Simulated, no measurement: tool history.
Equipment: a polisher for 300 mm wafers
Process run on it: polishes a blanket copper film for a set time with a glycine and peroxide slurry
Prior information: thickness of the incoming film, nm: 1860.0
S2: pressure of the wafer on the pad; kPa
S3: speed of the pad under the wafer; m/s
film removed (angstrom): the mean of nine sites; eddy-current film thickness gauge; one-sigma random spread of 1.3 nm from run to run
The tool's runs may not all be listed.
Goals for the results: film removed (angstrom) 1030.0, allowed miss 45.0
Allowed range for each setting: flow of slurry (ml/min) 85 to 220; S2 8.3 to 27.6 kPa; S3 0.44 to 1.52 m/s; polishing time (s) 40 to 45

run 1 hour=0.0 | flow_of_slurry_(ml/min)=140 S2=17.9 S3=0.98 polishing_time_(s)=45 | film_removed_(angstrom)=1986.1
run 2 hour=1.6 | flow_of_slurry_(ml/min)=140 S2=15.9 S3=0.94 polishing_time_(s)=45 | film_removed_(angstrom)=1770.6
run 3 hour=10.3 | flow_of_slurry_(ml/min)=140 S2=15.9 S3=0.94 polishing_time_(s)=40 | film_removed_(angstrom)=1562.9
run 4 hour=18.8 | flow_of_slurry_(ml/min)=140 S2=15.9 S3=0.78 polishing_time_(s)=40 | film_removed_(angstrom)=1333.0
run 5 hour=26.3 | flow_of_slurry_(ml/min)=140 S2=15.2 S3=0.78 polishing_time_(s)=40 | film_removed_(angstrom)=1284.6
run 6 hour=29.5 | flow_of_slurry_(ml/min)=140 S2=15.2 S3=0.78 polishing_time_(s)=45 | film_removed_(angstrom)=1418.8
run 7 hour=34.4 | flow_of_slurry_(ml/min)=140 S2=13.8 S3=0.78 polishing_time_(s)=45 | film_removed_(angstrom)=1383.4
run 8 hour=39.6 | flow_of_slurry_(ml/min)=140 S2=12.4 S3=0.76 polishing_time_(s)=45 | film_removed_(angstrom)=1229.1
run 9 hour=42.8 | flow_of_slurry_(ml/min)=140 S2=12.4 S3=0.76 polishing_time_(s)=45 | film_removed_(angstrom)=1215.6
run 10 hour=48.3 | flow_of_slurry_(ml/min)=140 S2=11.7 S3=0.76 polishing_time_(s)=45 | film_removed_(angstrom)=1185.1
run 11 hour=53.5 | flow_of_slurry_(ml/min)=140 S2=11.0 S3=0.76 polishing_time_(s)=45 | film_removed_(angstrom)=1144.4
run 12 hour=60.9 | flow_of_slurry_(ml/min)=140 S2=10.3 S3=0.76 polishing_time_(s)=45 | film_removed_(angstrom)=1100.7

4 candidate next runs follow, results not yet known. Just one meets every target within its allowed miss. Identify it.
run A hour=68.3 | flow_of_slurry_(ml/min)=130 S2=10.3 S3=0.90 polishing_time_(s)=45 | film_removed_(angstrom)=?
run B hour=68.3 | flow_of_slurry_(ml/min)=135 S2=10.3 S3=0.82 polishing_time_(s)=41 | film_removed_(angstrom)=?
run C hour=68.3 | flow_of_slurry_(ml/min)=120 S2=11.0 S3=0.90 polishing_time_(s)=45 | film_removed_(angstrom)=?
run D hour=68.3 | flow_of_slurry_(ml/min)=150 S2=10.3 S3=0.92 polishing_time_(s)=41 | film_removed_(angstrom)=?

move=A film_removed_(angstrom)=1213.7
move=B film_removed_(angstrom)=1045.5
move=C film_removed_(angstrom)=1248.4
move=D film_removed_(angstrom)=1154.2
A: moves away from the targets compared with the last run
B: meets every target
C: moves away from the targets compared with the last run
D: moves away from the targets compared with the last run
Answer: B
